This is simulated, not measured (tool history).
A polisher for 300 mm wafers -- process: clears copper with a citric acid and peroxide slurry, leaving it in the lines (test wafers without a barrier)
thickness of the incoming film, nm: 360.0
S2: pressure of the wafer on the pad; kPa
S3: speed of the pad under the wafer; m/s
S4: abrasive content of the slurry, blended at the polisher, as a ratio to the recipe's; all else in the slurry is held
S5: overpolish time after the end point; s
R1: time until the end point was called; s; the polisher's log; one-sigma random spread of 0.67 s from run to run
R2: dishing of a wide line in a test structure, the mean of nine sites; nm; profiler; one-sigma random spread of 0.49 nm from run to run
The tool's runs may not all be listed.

Run 1, day 0.000: flow of slurry (ml/min) 260, S2 27.6 kPa, S3 1.04 m/s, S4 1.0, S5 25 s. Result: R1 114.18 s, R2 27.377 nm.
Run 2, day 0.088: flow of slurry (ml/min) 220, S2 27.6 kPa, S3 1.04 m/s, S4 1.0, S5 25 s. Result: R1 117.00 s, R2 26.812 nm.
Run 3, day 0.375: flow of slurry (ml/min) 220, S2 20.7 kPa, S3 1.04 m/s, S4 1.0, S5 25 s. Result: R1 153.00 s, R2 23.930 nm.
Run 4, day 0.738: flow of slurry (ml/min) 225, S2 23.4 kPa, S3 1.04 m/s, S4 1.0, S5 22 s. Result: R1 135.33 s, R2 23.771 nm.
Run 5, day 0.879: flow of slurry (ml/min) 225, S2 23.4 kPa, S3 1.04 m/s, S4 1.0, S5 31 s. Result: R1 138.20 s, R2 27.616 nm.
Run 6, day 1.042: flow of slurry (ml/min) 165, S2 23.4 kPa, S3 1.04 m/s, S4 1.0, S5 31 s. Result: R1 143.61 s, R2 26.714 nm.
Run 7, day 1.392: flow of slurry (ml/min) 180, S2 25.5 kPa, S3 1.04 m/s, S4 1.0, S5 28 s. Result: R1 129.07 s, R2 26.676 nm.
Run 8, day 1.550: flow of slurry (ml/min) 185, S2 27.6 kPa, S3 1.04 m/s, S4 1.0, S5 26 s. Result: R1 118.94 s, R2 27.704 nm.
Run 9, day 1.592: flow of slurry (ml/min) 190, S2 29.0 kPa, S3 1.04 m/s, S4 1.0, S5 23 s. Result: R1 114.64 s, R2 26.735 nm.

What will run 10 give?
Run 10, day 1.858: flow of slurry (ml/min) 205, S2 30.3 kPa, S3 1.04 m/s, S4 1.0, S5 21 s. Result: R1 ?, R2 ?.

R1: 106.29 s
R2: 25.811 nm
